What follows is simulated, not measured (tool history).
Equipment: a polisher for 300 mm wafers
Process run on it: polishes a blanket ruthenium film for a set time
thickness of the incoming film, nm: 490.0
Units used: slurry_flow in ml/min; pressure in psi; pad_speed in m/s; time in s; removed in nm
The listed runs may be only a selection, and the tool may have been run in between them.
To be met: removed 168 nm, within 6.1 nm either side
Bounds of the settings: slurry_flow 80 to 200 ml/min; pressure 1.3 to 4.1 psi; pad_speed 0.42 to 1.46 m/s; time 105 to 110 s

run	day	slurry_flow	pressure	pad_speed	time	removed
1	0	130	2.7	0.94	105	116.49
2	0.196	130	2.7	0.94	105	116.84
3	0.362	135	2.9	0.94	105	127.74
4	0.483	135	2.9	1.08	105	142.86
5	0.554	135	2.9	0.96	105	128.76
6	0.921	135	2.9	0.76	105	110.48
7	1.25	140	3.1	0.76	105	115.45
8	1.292	140	3.3	0.78	105	122.72
9	1.467	145	3.5	0.8	105	132.31
10	1.596	145	3.6	0.82	105	140.93
11	1.875	145	3.7	0.82	105	144.28
12	2.233	145	3.8	0.82	105	146.66

Consider the 4 candidate settings below. Which is the only one whose results all fall within their allowed miss of target?
A	2.592	170	3.6	0.88	105	?
B	2.592	195	4	0.82	109	?
C	2.592	150	3.9	0.78	108	?
D	2.592	120	3.6	1.02	105	?

move	removed
A	150.88
B	166.66
C	149.22
D	157.6
A: an improvement on the last run, though not all results are within tolerance
B: hits every target within its allowed miss
C: an improvement on the last run, though not all results are within tolerance
D: an improvement on the last run, though not all results are within tolerance
The right move is B.
